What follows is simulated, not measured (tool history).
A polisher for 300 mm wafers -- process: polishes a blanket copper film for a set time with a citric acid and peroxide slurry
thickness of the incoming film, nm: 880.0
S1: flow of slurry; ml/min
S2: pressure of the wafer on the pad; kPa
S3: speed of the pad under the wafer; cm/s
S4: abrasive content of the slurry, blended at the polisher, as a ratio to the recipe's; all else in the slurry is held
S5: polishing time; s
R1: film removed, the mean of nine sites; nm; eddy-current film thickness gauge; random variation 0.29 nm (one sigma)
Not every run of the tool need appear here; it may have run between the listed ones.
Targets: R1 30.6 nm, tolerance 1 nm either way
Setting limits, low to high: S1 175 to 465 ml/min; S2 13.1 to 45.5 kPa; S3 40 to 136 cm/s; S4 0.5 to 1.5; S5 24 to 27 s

run,day,S1,S2,S3,S4,S5,R1
1,0,295,29,88,1,27,94.478
2,0.362,295,24.8,88,1,27,80.781
3,0.729,295,20,88,1,27,65.804
4,0.838,295,18.6,78,1,27,53.777
5,1.05,295,17.2,72,1,27,48.139
6,1.325,295,16.5,68,1,27,43.262
7,1.596,295,15.9,64,1,27,39.944
8,1.958,295,15.2,62,1,27,37.178
9,2.171,295,14.5,60,1,27,34.591
10,2.504,295,13.8,58,1,27,32.083

Pick the move, out of 5, that brings all results within their allowed miss; only one does.
A,2.838,410,13.1,68,0.85,26,?
B,2.838,340,13.1,80,0.9,24,?
C,2.838,260,15.2,58,0.95,24,?
D,2.838,325,13.1,60,0.95,25,?
E,2.838,205,15.9,58,1.1,26,?

move,R1
A,33.066
B,35.216
C,30.6
D,29.016
E,35.257
A: moves away from the targets compared with the last run
B: moves away from the targets compared with the last run
C: all results land within tolerance of their targets
D: the result that was furthest off in the last run now lies on the other side of its target
E: moves away from the targets compared with the last run
Go with C: it meets all targets.
